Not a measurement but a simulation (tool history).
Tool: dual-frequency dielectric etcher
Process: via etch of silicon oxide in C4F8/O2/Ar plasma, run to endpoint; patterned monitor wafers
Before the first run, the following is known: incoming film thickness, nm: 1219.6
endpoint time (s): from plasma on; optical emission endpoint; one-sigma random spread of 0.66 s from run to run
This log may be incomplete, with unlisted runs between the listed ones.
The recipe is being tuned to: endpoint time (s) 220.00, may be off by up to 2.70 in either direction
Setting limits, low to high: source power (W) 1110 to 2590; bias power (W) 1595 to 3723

run	hour	source power (W)	bias power (W)	endpoint time (s)
1	0.0	1850	2659	237.35
2	2.4	1670	2659	242.57
3	7.3	1820	2688	237.28
4	10.5	1610	2688	243.85
5	14.5	1610	2481	252.82
6	15.5	1610	2680	244.75
7	19.7	1770	2704	239.12
8	28.7	1900	2728	233.76
9	32.7	1990	2745	230.04
10	33.7	2060	2757	227.53

Exactly one of the 5 candidate moves below puts every result within its allowed miss. Which one?
A	34.7	2270	3039	?
B	34.7	2520	2883	?
C	34.7	2290	3065	?
D	34.7	2240	3002	?
E	34.7	2260	2858	?

move	endpoint time (s)
A	213.06
B	211.92
C	211.84
D	214.86
E	218.78
A: takes the result that was furthest off past its target
B: takes the result that was furthest off past its target
C: takes the result that was furthest off past its target
D: takes the result that was furthest off past its target
E: meets every target
So the answer is move E, the one that meets all the targets.

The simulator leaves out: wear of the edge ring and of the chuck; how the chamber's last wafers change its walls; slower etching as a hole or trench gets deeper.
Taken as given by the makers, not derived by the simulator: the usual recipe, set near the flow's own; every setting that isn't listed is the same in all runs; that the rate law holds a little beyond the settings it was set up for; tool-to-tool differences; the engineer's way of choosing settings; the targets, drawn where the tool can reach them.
